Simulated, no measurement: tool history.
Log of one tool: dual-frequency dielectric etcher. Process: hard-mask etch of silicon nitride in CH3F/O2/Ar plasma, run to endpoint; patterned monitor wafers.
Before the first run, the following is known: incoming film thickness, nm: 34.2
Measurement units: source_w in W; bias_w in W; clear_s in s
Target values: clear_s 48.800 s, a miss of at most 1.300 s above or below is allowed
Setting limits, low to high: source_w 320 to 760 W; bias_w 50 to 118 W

run,day,source_w,bias_w,clear_s
1,0.000,540,84,36.765
2,0.042,450,84,39.465
3,0.267,430,80,40.660
4,0.312,460,80,39.630
5,0.625,440,75,42.361
6,0.929,370,75,45.147
7,1.075,360,74,45.882
8,1.329,350,73,46.963

Next run, 4 choices. One meets every target within its allowed miss, the rest don't. Which?
A,1.583,320,65,?
B,1.583,320,63,?
C,1.583,320,71,?
D,1.583,320,66,?

move,clear_s
A,51.479
B,52.295
C,49.260
D,51.086
A: carries the result that was furthest off beyond its target, to the other side
B: carries the result that was furthest off beyond its target, to the other side
C: hits every target within its allowed miss
D: carries the result that was furthest off beyond its target, to the other side
C meets every target.
